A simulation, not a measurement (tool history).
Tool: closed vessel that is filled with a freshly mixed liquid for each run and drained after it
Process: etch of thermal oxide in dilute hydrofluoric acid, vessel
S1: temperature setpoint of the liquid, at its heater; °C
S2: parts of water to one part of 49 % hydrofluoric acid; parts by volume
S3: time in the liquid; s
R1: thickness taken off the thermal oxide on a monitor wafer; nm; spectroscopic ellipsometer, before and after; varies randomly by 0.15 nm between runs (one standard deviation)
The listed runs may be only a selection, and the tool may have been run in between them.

run 1 hour=0 | S1=26 S2=250 S3=1585 | R1=26.349
run 2 hour=8.6 | S1=24 S2=250 S3=1585 | R1=24.248
run 3 hour=14 | S1=24 S2=170 S3=1585 | R1=38.975
run 4 hour=19.7 | S1=21 S2=170 S3=1585 | R1=34.5
run 5 hour=28.8 | S1=20 S2=190 S3=1585 | R1=29.227
run 6 hour=37.4 | S1=19.5 S2=205 S3=1585 | R1=26.076
run 7 hour=39.8 | S1=19 S2=215 S3=1585 | R1=24.079
run 8 hour=44.2 | S1=18.5 S2=220 S3=1585 | R1=22.687
run 9 hour=48.8 | S1=18.5 S2=225 S3=1585 | R1=22.633

Run 10 is up next; what results do you expect?
run 10 hour=57.1 | S1=18.5 S2=230 S3=1585 | R1=?

Run 10 yielded R1 22.155 nm.
